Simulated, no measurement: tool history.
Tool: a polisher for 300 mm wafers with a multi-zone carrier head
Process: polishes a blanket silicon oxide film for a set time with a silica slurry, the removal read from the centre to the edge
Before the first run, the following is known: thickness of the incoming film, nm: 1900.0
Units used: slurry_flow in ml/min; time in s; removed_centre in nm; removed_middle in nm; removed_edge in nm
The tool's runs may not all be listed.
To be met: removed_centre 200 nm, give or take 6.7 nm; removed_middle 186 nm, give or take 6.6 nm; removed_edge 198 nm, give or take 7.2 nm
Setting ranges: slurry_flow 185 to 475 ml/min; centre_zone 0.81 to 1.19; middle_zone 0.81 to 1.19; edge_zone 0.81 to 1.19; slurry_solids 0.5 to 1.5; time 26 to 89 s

| run | hour | slurry_flow | centre_zone | middle_zone | edge_zone | slurry_solids | time | removed_centre | removed_middle | removed_edge |
|---|---|---|---|---|---|---|---|---|---|---|
| 1 | 0 | 305 | 1 | 1 | 1 | 1 | 57 | 145.89 | 146.78 | 140.71 |
| 2 | 4.2 | 305 | 1.01 | 0.99 | 1.03 | 1.1 | 57 | 154.64 | 147.13 | 150.19 |
| 3 | 7.8 | 305 | 1.02 | 1.01 | 1.05 | 1.2 | 57 | 162.04 | 160.19 | 158.75 |
| 4 | 10 | 305 | 1.03 | 1.01 | 1.07 | 1.25 | 57 | 166.02 | 158.75 | 161.1 |
| 5 | 12.1 | 310 | 1.03 | 1.01 | 1.09 | 1.3 | 58 | 169.77 | 170.53 | 168.92 |
| 6 | 21 | 310 | 1.04 | 1 | 1.1 | 1.35 | 59 | 177.48 | 174.44 | 172.91 |
| 7 | 28 | 300 | 1.04 | 0.98 | 1.11 | 1.4 | 60 | 186.41 | 174.1 | 175.98 |
| 8 | 31.4 | 385 | 1.01 | 0.96 | 1.19 | 1.5 | 61 | 188.5 | 176.81 | 196.44 |
| 9 | 38.3 | 385 | 1.02 | 0.97 | 1.19 | 1.5 | 61 | 190.74 | 186.72 | 198.06 |
| 10 | 40.8 | 385 | 1.02 | 0.97 | 1.19 | 1.5 | 61 | 190.56 | 180.72 | 196.36 |

5 next moves are on the table. One of them brings every result within its allowed miss. Which?
| A | 43.3 | 355 | 1.12 | 1.01 | 1.09 | 1.5 | 64 | ? | ? | ? |
| B | 43.3 | 450 | 1.01 | 0.97 | 1.19 | 1.5 | 68 | ? | ? | ? |
| C | 43.3 | 375 | 1.1 | 0.95 | 1.13 | 1.5 | 63 | ? | ? | ? |
| D | 43.3 | 320 | 1.05 | 0.97 | 1.15 | 1.4 | 64 | ? | ? | ? |
| E | 43.3 | 380 | 0.89 | 0.97 | 1.11 | 1.5 | 64 | ? | ? | ? |

| move | removed_centre | removed_middle | removed_edge |
|---|---|---|---|
| A | 221.28 | 195.28 | 196.59 |
| B | 215.6 | 203.9 | 219.72 |
| C | 214.76 | 183.32 | 197.25 |
| D | 200.32 | 182.59 | 194.96 |
| E | 176.44 | 189.9 | 198.96 |
A: moves the result that the last run missed by most past its target, out the other side
B: moves the result that the last run missed by most past its target, out the other side
C: moves the result that the last run missed by most past its target, out the other side
D: all results in spec
E: moves away from the targets compared with the last run
So the answer is move D, the one that meets all the targets.
